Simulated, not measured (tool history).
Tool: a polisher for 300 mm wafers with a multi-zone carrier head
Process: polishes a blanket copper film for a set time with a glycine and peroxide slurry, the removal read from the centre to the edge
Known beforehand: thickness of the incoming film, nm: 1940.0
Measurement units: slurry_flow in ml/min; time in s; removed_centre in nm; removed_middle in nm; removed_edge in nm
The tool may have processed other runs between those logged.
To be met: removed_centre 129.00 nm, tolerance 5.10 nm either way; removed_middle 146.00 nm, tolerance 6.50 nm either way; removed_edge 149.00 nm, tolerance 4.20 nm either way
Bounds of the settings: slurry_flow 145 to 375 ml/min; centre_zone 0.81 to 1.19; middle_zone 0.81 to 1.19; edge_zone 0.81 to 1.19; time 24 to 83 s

Run 1, hour 0.0: slurry_flow 240 ml/min, centre_zone 1.00, middle_zone 1.00, edge_zone 1.00, time 53 s. Result: removed_centre 229.74 nm, removed_middle 228.41 nm, removed_edge 225.24 nm.
Run 2, hour 8.0: slurry_flow 240 ml/min, centre_zone 1.00, middle_zone 1.00, edge_zone 1.00, time 44 s. Result: removed_centre 190.96 nm, removed_middle 190.06 nm, removed_edge 186.22 nm.
Run 3, hour 13.4: slurry_flow 235 ml/min, centre_zone 0.97, middle_zone 0.99, edge_zone 0.99, time 43 s. Result: removed_centre 184.32 nm, removed_middle 182.09 nm, removed_edge 177.93 nm.
Run 4, hour 18.9: slurry_flow 235 ml/min, centre_zone 0.97, middle_zone 0.99, edge_zone 0.99, time 55 s. Result: removed_centre 231.70 nm, removed_middle 233.49 nm, removed_edge 230.29 nm.
Run 5, hour 19.4: slurry_flow 225 ml/min, centre_zone 0.94, middle_zone 0.99, edge_zone 1.01, time 52 s. Result: removed_centre 213.83 nm, removed_middle 228.61 nm, removed_edge 219.33 nm.
Run 6, hour 27.7: slurry_flow 220 ml/min, centre_zone 0.92, middle_zone 0.97, edge_zone 1.03, time 49 s. Result: removed_centre 197.25 nm, removed_middle 208.44 nm, removed_edge 203.92 nm.
Run 7, hour 30.7: slurry_flow 215 ml/min, centre_zone 0.90, middle_zone 0.96, edge_zone 1.05, time 46 s. Result: removed_centre 179.54 nm, removed_middle 194.16 nm, removed_edge 196.08 nm.
Run 8, hour 33.6: slurry_flow 210 ml/min, centre_zone 0.89, middle_zone 0.95, edge_zone 1.05, time 44 s. Result: removed_centre 171.08 nm, removed_middle 180.84 nm, removed_edge 188.33 nm.
Run 9, hour 42.2: slurry_flow 205 ml/min, centre_zone 0.88, middle_zone 0.95, edge_zone 1.05, time 42 s. Result: removed_centre 157.04 nm, removed_middle 173.16 nm, removed_edge 181.36 nm.
Run 10, hour 44.9: slurry_flow 205 ml/min, centre_zone 0.87, middle_zone 0.95, edge_zone 1.02, time 41 s. Result: removed_centre 150.60 nm, removed_middle 163.92 nm, removed_edge 170.78 nm.
Run 11, hour 46.0: slurry_flow 205 ml/min, centre_zone 0.86, middle_zone 0.95, edge_zone 1.00, time 41 s. Result: removed_centre 149.83 nm, removed_middle 166.99 nm, removed_edge 171.67 nm.
Run 12, hour 53.7: slurry_flow 205 ml/min, centre_zone 0.86, middle_zone 0.95, edge_zone 0.98, time 40 s. Result: removed_centre 147.41 nm, removed_middle 166.17 nm, removed_edge 164.85 nm.
Run 13, hour 61.4: slurry_flow 200 ml/min, centre_zone 0.85, middle_zone 0.94, edge_zone 0.97, time 40 s. Result: removed_centre 140.83 nm, removed_middle 159.48 nm, removed_edge 163.75 nm.
Run 14, hour 69.0: slurry_flow 200 ml/min, centre_zone 0.85, middle_zone 0.94, edge_zone 0.95, time 40 s. Result: removed_centre 141.99 nm, removed_middle 158.49 nm, removed_edge 162.18 nm.
Run 15, hour 73.6: slurry_flow 200 ml/min, centre_zone 0.85, middle_zone 0.94, edge_zone 0.93, time 40 s. Result: removed_centre 143.13 nm, removed_middle 160.87 nm, removed_edge 160.26 nm.
Run 16, hour 78.3: slurry_flow 175 ml/min, centre_zone 0.81, middle_zone 0.89, edge_zone 0.90, time 37 s. Result: removed_centre 124.79 nm, removed_middle 139.74 nm, removed_edge 144.54 nm.

Pick the move, out of 5, that brings all results within their allowed miss; only one does.
Run A, hour 83.0: slurry_flow 160 ml/min, centre_zone 0.84, middle_zone 1.00, edge_zone 0.87, time 36 s. Result: removed_centre ?, removed_middle ?, removed_edge ?.
Run B, hour 83.0: slurry_flow 155 ml/min, centre_zone 0.87, middle_zone 0.99, edge_zone 0.85, time 38 s. Result: removed_centre ?, removed_middle ?, removed_edge ?.
Run C, hour 83.0: slurry_flow 155 ml/min, centre_zone 0.81, middle_zone 0.81, edge_zone 0.99, time 37 s. Result: removed_centre ?, removed_middle ?, removed_edge ?.
Run D, hour 83.0: slurry_flow 185 ml/min, centre_zone 0.81, middle_zone 0.84, edge_zone 1.01, time 36 s. Result: removed_centre ?, removed_middle ?, removed_edge ?.
Run E, hour 83.0: slurry_flow 200 ml/min, centre_zone 0.84, middle_zone 0.94, edge_zone 0.98, time 36 s. Result: removed_centre ?, removed_middle ?, removed_edge ?.

move  removed_centre  removed_middle  removed_edge
   A          124.54          147.02        135.34
   B          135.25          153.00        140.81
   C          122.39          127.55        147.23
   D          123.39          131.67        147.90
   E          129.84          145.37        146.94
A: misses by more than the last run did
B: misses by more than the last run did
C: the furthest-off result lands on target, but another misses its tolerance
D: the furthest-off result lands on target, but another misses its tolerance
E: every result within its allowed miss
E meets every target.
